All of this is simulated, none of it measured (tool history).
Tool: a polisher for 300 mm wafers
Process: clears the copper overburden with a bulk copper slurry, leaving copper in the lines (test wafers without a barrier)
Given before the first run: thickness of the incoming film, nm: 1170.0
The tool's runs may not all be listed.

run,hour,flow of slurry (ml/min),pressure of the wafer on the pad (kPa),speed of the pad under the wafer (cm/s),abrasive content of the slurry,overpolish time after the end point (s),time until the end point was called (s),dishing of a wide line in a test structure (nm)
1,0.0,135,22.1,94,1.0,17,129.54,87.424
2,7.8,115,22.1,94,1.0,17,135.93,86.084
3,16.7,110,18.6,92,1.0,18,155.52,81.027
4,19.4,105,16.5,86,1.0,19,179.09,75.112
5,25.1,100,14.5,82,1.0,20,207.92,71.179
6,32.1,100,11.7,82,1.0,20,227.46,64.427
7,39.2,100,11.0,80,1.0,20,237.49,59.909

For run 8, what comes out?
8,45.7,95,10.3,78,1.0,21,?,?

{"run 8": {"time until the end point was called (s)": 258.85, "dishing of a wide line in a test structure (nm)": 60.856}}
